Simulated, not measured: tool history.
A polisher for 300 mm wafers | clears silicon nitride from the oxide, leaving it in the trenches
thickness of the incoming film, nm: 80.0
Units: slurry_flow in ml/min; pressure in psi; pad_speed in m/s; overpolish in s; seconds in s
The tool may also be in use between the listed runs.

Run 1, day 0.000: slurry_flow 140 ml/min, pressure 2.6 psi, pad_speed 0.88 m/s, overpolish 32 s. Result: seconds 124.480 s.
Run 2, day 0.212: slurry_flow 140 ml/min, pressure 2.6 psi, pad_speed 1.06 m/s, overpolish 32 s. Result: seconds 107.820 s.
Run 3, day 0.408: slurry_flow 140 ml/min, pressure 2.7 psi, pad_speed 1.06 m/s, overpolish 32 s. Result: seconds 102.070 s.
Run 4, day 0.608: slurry_flow 140 ml/min, pressure 3.0 psi, pad_speed 1.06 m/s, overpolish 32 s. Result: seconds 94.877 s.
Run 5, day 0.962: slurry_flow 105 ml/min, pressure 3.0 psi, pad_speed 1.06 m/s, overpolish 32 s. Result: seconds 96.230 s.
Run 6, day 1.054: slurry_flow 105 ml/min, pressure 3.0 psi, pad_speed 1.06 m/s, overpolish 32 s. Result: seconds 98.905 s.
Run 7, day 1.117: slurry_flow 105 ml/min, pressure 3.1 psi, pad_speed 1.06 m/s, overpolish 32 s. Result: seconds 92.578 s.

Forecast run 8:
Run 8, day 1.408: slurry_flow 105 ml/min, pressure 3.2 psi, pad_speed 1.06 m/s, overpolish 32 s. Result: seconds ?.

{"run 8": {"seconds": 88.875}}
